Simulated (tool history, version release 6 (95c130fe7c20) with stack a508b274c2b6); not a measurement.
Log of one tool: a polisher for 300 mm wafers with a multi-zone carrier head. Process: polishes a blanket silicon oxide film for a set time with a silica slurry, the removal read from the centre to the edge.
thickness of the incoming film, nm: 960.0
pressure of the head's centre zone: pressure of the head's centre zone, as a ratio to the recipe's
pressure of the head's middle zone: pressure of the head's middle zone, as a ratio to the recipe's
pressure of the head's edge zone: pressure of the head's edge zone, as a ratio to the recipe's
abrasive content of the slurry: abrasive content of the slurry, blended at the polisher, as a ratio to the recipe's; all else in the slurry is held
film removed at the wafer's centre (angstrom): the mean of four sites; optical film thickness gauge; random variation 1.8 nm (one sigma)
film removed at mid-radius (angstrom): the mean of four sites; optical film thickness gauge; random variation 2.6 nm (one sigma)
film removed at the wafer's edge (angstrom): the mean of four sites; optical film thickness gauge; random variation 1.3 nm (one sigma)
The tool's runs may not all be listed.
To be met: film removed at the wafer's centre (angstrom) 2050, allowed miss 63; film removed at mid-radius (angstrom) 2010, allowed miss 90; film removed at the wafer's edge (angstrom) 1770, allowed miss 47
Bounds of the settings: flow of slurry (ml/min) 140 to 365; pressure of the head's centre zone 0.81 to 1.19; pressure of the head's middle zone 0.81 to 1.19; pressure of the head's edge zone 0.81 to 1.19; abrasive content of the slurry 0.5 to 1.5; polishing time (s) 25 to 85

run,hour,flow of slurry (ml/min),pressure of the head's centre zone,pressure of the head's middle zone,pressure of the head's edge zone,abrasive content of the slurry,polishing time (s),film removed at the wafer's centre (angstrom),film removed at mid-radius (angstrom),film removed at the wafer's edge (angstrom)
1,0,235,1,1,1,1,55,2501.8,2530.8,2551.4
2,7.1,235,1,0.93,1,1,55,2531.2,2388.9,2589.9
3,10.1,235,1,0.87,1,1,55,2501.6,2303.9,2552.7
4,11.3,235,1,0.92,1,1,55,2497.8,2359,2576
5,19.6,235,1.01,0.94,0.98,0.95,55,2514.6,2373.3,2501.2
6,26.6,235,1.01,0.95,0.96,0.9,54,2394.9,2306.7,2393.7
7,31.1,235,1.02,0.96,0.94,0.85,53,2344.3,2279.9,2269.3
8,38.5,235,1.03,0.96,0.93,0.8,53,2343.4,2221.1,2230.9
9,44.4,235,1.03,0.97,0.92,0.75,53,2278.6,2251.4,2204.4
10,51.3,235,1.04,0.97,0.91,0.7,52,2246.2,2175,2114
11,57.6,235,1.04,0.97,0.9,0.7,52,2251.1,2215.7,2110.4
12,65.1,235,1.04,0.97,0.89,0.7,52,2226.9,2133.8,2075.3
13,70.7,235,1.04,0.98,0.88,0.7,52,2191.1,2178.1,2063.4
14,73.5,235,1.05,0.98,0.87,0.7,52,2260.7,2156.1,2062.9
15,74.9,235,1.05,0.99,0.86,0.7,52,2278.7,2232,2066.2
16,82.3,235,1.05,0.99,0.85,0.7,52,2241.8,2208.8,2038.6

4 next moves are on the table. One of them brings every result within its allowed miss. Which?
A,89.7,310,1.06,1.02,0.81,0.95,42,?,?,?
B,89.7,255,1.13,0.96,0.81,0.7,50,?,?,?
C,89.7,155,0.94,1.03,0.82,1.1,54,?,?,?
D,89.7,290,1.03,0.99,0.81,0.6,46,?,?,?

move,film removed at the wafer's centre (angstrom),film removed at mid-radius (angstrom),film removed at the wafer's edge (angstrom)
A,2033.9,2041.7,1764.7
B,2332.4,2099.4,1918.2
C,2299,2617.8,2283.5
D,1913,1924.9,1708.5
A: meets every target
B: nearer than the last run, and not there yet
C: further off than the last run
D: takes the result that was furthest off past its target
Answer: A

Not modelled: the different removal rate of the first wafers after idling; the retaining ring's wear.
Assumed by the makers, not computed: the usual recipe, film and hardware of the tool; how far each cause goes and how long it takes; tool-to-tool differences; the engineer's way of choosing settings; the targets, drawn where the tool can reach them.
